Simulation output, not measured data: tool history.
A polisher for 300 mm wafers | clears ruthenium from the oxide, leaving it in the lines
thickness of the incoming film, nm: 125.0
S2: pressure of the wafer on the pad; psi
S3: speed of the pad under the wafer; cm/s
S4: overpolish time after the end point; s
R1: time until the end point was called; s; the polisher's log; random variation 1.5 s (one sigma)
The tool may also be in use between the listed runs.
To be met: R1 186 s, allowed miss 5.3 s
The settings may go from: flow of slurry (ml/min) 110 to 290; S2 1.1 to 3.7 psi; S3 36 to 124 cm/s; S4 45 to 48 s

{"run": 1, "hour": 0.0, "flow of slurry (ml/min)": 185, "S2": 2.4, "S3": 80, "S4": 45, "R1": 90.626}
{"run": 2, "hour": 8.9, "flow of slurry (ml/min)": 185, "S2": 2.4, "S3": 80, "S4": 45, "R1": 91.524}
{"run": 3, "hour": 9.4, "flow of slurry (ml/min)": 180, "S2": 2.1, "S3": 78, "S4": 45, "R1": 102.53}
{"run": 4, "hour": 17.3, "flow of slurry (ml/min)": 220, "S2": 2.1, "S3": 78, "S4": 45, "R1": 99.768}
{"run": 5, "hour": 22.0, "flow of slurry (ml/min)": 220, "S2": 2.1, "S3": 78, "S4": 48, "R1": 99.586}
{"run": 6, "hour": 28.3, "flow of slurry (ml/min)": 220, "S2": 1.8, "S3": 78, "S4": 48, "R1": 108.22}
{"run": 7, "hour": 32.4, "flow of slurry (ml/min)": 210, "S2": 1.7, "S3": 72, "S4": 48, "R1": 118.66}
{"run": 8, "hour": 36.4, "flow of slurry (ml/min)": 205, "S2": 1.6, "S3": 66, "S4": 48, "R1": 133.11}
{"run": 9, "hour": 38.9, "flow of slurry (ml/min)": 205, "S2": 1.6, "S3": 66, "S4": 48, "R1": 131.05}
{"run": 10, "hour": 45.0, "flow of slurry (ml/min)": 200, "S2": 1.5, "S3": 62, "S4": 48, "R1": 143.87}
{"run": 11, "hour": 50.4, "flow of slurry (ml/min)": 195, "S2": 1.4, "S3": 60, "S4": 48, "R1": 156.86}
{"run": 12, "hour": 58.2, "flow of slurry (ml/min)": 185, "S2": 1.3, "S3": 60, "S4": 48, "R1": 159.04}
{"run": 13, "hour": 61.4, "flow of slurry (ml/min)": 185, "S2": 1.3, "S3": 60, "S4": 48, "R1": 162.64}

4 next moves are on the table. One of them brings every result within its allowed miss. Which?
{"run": "A", "hour": 64.6, "flow of slurry (ml/min)": 145, "S2": 1.4, "S3": 50, "S4": 46, "R1": "?"}
{"run": "B", "hour": 64.6, "flow of slurry (ml/min)": 175, "S2": 1.2, "S3": 58, "S4": 47, "R1": "?"}
{"run": "C", "hour": 64.6, "flow of slurry (ml/min)": 225, "S2": 1.4, "S3": 58, "S4": 47, "R1": "?"}
{"run": "D", "hour": 64.6, "flow of slurry (ml/min)": 220, "S2": 1.2, "S3": 64, "S4": 47, "R1": "?"}

move=A R1=184.88
move=B R1=170.57
move=C R1=153.7
move=D R1=152.57
A: meets every target
B: nearer than the last run, and not there yet
C: further off than the last run
D: further off than the last run
Move A is the one to make.
